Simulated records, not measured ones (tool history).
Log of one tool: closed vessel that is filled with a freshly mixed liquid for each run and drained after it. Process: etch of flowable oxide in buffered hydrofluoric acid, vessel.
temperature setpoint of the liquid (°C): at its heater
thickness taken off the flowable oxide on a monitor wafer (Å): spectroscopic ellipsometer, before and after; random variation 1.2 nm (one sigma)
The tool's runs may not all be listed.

run,day,temperature setpoint of the liquid (°C),parts of 40 % ammonium fluoride to one part of 49 % hydrofluoric acid (parts by volume),time in the liquid (s),thickness taken off the flowable oxide on a monitor wafer (Å)
1,0.000,24.0,10.0,90,1856.1
2,0.183,24.0,10.0,90,1862.6
3,0.429,27.5,10.0,90,2219.8
4,0.662,29.5,10.0,90,2503.5
5,0.825,29.5,11.5,90,2159.4
6,0.883,29.0,11.5,90,2076.0
7,1.042,29.0,11.5,90,2104.5
8,1.075,28.5,11.5,90,2055.4

Forecast run 9:
9,1.104,28.0,11.5,90,?

thickness taken off the flowable oxide on a monitor wafer (Å): 1992.5

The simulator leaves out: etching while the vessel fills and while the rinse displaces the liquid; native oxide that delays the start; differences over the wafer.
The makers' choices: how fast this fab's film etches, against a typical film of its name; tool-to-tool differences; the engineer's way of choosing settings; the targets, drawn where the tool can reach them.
